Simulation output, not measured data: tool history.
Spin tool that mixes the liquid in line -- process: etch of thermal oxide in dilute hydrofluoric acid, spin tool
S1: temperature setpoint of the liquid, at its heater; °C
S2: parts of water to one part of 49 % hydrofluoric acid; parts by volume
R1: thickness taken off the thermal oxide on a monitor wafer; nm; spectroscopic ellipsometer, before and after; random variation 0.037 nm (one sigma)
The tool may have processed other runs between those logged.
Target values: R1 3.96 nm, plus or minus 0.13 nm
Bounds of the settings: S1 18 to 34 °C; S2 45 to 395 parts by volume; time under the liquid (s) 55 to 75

Run 1, hour 0: S1 26 °C, S2 220 parts by volume, time under the liquid (s) 75. Result: R1 1.4868 nm.
Run 2, hour 4.8: S1 28.5 °C, S2 175 parts by volume, time under the liquid (s) 75. Result: R1 2.1715 nm.
Run 3, hour 6: S1 30.5 °C, S2 175 parts by volume, time under the liquid (s) 75. Result: R1 2.3631 nm.
Run 4, hour 12.8: S1 27.5 °C, S2 175 parts by volume, time under the liquid (s) 75. Result: R1 2.1304 nm.
Run 5, hour 16.8: S1 29.5 °C, S2 150 parts by volume, time under the liquid (s) 75. Result: R1 2.7091 nm.
Run 6, hour 20.9: S1 29.5 °C, S2 150 parts by volume, time under the liquid (s) 55. Result: R1 1.9705 nm.
At hour 21.9: hydrofluoric acid flow meter replaced.
Run 7, hour 21.9: S1 31 °C, S2 115 parts by volume, time under the liquid (s) 55. Result: R1 3.2678 nm.
Run 8, hour 28: S1 32 °C, S2 110 parts by volume, time under the liquid (s) 55. Result: R1 3.5631 nm.

Below are 4 possible settings for the next run. Only one of them brings all results inside the allowed miss of their targets. Which is it?
Run A, hour 34.1: S1 32.5 °C, S2 150 parts by volume, time under the liquid (s) 65. Result: R1 ?.
Run B, hour 34.1: S1 34 °C, S2 150 parts by volume, time under the liquid (s) 70. Result: R1 ?.
Run C, hour 34.1: S1 32 °C, S2 100 parts by volume, time under the liquid (s) 55. Result: R1 ?.
Run D, hour 34.1: S1 33 °C, S2 120 parts by volume, time under the liquid (s) 55. Result: R1 ?.

move      R1
   A  3.0021
   B   3.406
   C  4.0201
   D  3.3731
A: lands further from the targets than the last run did
B: lands further from the targets than the last run did
C: every result within its allowed miss
D: lands further from the targets than the last run did
Answer: C

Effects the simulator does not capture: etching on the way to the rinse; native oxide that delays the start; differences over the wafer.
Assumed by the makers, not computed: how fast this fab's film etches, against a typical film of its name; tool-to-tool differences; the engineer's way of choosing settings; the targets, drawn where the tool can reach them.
